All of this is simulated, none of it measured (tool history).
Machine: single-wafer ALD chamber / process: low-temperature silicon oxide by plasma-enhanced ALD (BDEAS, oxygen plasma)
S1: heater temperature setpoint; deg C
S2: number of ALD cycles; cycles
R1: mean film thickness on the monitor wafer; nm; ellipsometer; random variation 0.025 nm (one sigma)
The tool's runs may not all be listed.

Run 1, hour 0: S1 110 deg C, S2 41 cycles. Result: R1 5.7569 nm.
Run 2, hour 4.5: S1 110 deg C, S2 36 cycles. Result: R1 5.0494 nm.
Run 3, hour 8.6: S1 109 deg C, S2 38 cycles. Result: R1 5.3618 nm.
Run 4, hour 14.5: S1 109 deg C, S2 36 cycles. Result: R1 5.0476 nm.
Run 5, hour 15.9: S1 108 deg C, S2 38 cycles. Result: R1 5.3266 nm.
Run 6, hour 23.5: S1 117 deg C, S2 38 cycles. Result: R1 5.2422 nm.
Run 7, hour 27.3: S1 115 deg C, S2 40 cycles. Result: R1 5.5487 nm.
Run 8, hour 32.4: S1 113 deg C, S2 41 cycles. Result: R1 5.7608 nm.
Run 9, hour 40.6: S1 112 deg C, S2 42 cycles. Result: R1 5.852 nm.
Run 10, hour 44.6: S1 111 deg C, S2 43 cycles. Result: R1 6.0243 nm.
Run 11, hour 45.4: S1 110 deg C, S2 43 cycles. Result: R1 6.0007 nm.

Estimate the outcome of run 12 from the log above:
Run 12, hour 49: S1 110 deg C, S2 44 cycles. Result: R1 ?.

R1: 6.1322 nm
